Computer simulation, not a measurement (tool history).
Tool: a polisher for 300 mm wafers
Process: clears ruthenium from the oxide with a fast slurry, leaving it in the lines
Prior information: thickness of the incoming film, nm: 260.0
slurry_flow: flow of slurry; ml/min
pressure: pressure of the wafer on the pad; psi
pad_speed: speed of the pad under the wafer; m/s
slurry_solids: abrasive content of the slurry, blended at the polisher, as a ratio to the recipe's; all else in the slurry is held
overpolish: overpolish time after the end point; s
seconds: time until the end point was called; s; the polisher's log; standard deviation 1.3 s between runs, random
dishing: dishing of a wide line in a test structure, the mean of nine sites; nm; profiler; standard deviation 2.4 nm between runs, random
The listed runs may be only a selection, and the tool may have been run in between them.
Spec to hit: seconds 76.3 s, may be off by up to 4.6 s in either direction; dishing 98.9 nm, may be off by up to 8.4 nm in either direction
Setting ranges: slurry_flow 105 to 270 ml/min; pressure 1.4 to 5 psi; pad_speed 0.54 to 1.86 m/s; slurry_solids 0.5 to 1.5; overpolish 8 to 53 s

| run | hour | slurry_flow | pressure | pad_speed | slurry_solids | overpolish | seconds | dishing |
|---|---|---|---|---|---|---|---|---|
| 1 | 0 | 175 | 3.2 | 1.18 | 1 | 27 | 45.691 | 111.2 |
| 2 | 7.4 | 175 | 2.7 | 1.18 | 1 | 27 | 52.97 | 105.1 |
| 3 | 14.8 | 175 | 2.5 | 1.18 | 1 | 28 | 54.333 | 103.57 |
| 4 | 18.3 | 175 | 2.5 | 1.18 | 1 | 34 | 55.416 | 126.41 |
| 5 | 23.8 | 175 | 2.5 | 1.18 | 0.8 | 34 | 62.143 | 110.66 |
| 6 | 27.7 | 175 | 2.4 | 1.18 | 0.8 | 34 | 61.478 | 112.09 |
| 7 | 35.3 | 175 | 2.3 | 1.18 | 0.8 | 34 | 64.926 | 108.85 |
| 8 | 43 | 175 | 2.2 | 1.18 | 0.8 | 34 | 65.297 | 105.6 |
| 9 | 49.7 | 175 | 1.6 | 1.16 | 0.8 | 37 | 81.143 | 97.745 |

Consider the 4 candidate settings below. Which is the only one whose results all fall within their allowed miss of target?
| A | 56.4 | 225 | 1.7 | 0.92 | 0.85 | 40 | ? | ? |
| B | 56.4 | 170 | 1.8 | 1.14 | 0.55 | 52 | ? | ? |
| C | 56.4 | 195 | 2 | 1.34 | 0.5 | 38 | ? | ? |
| D | 56.4 | 190 | 1.4 | 1.08 | 0.85 | 50 | ? | ? |

| move | seconds | dishing |
|---|---|---|
| A | 91.476 | 92.767 |
| B | 92.421 | 112.93 |
| C | 76.439 | 102.7 |
| D | 90.317 | 111.56 |
A: moves away from the targets compared with the last run
B: moves away from the targets compared with the last run
C: hits every target within its allowed miss
D: moves away from the targets compared with the last run
So the answer is move C, the one that meets all the targets.

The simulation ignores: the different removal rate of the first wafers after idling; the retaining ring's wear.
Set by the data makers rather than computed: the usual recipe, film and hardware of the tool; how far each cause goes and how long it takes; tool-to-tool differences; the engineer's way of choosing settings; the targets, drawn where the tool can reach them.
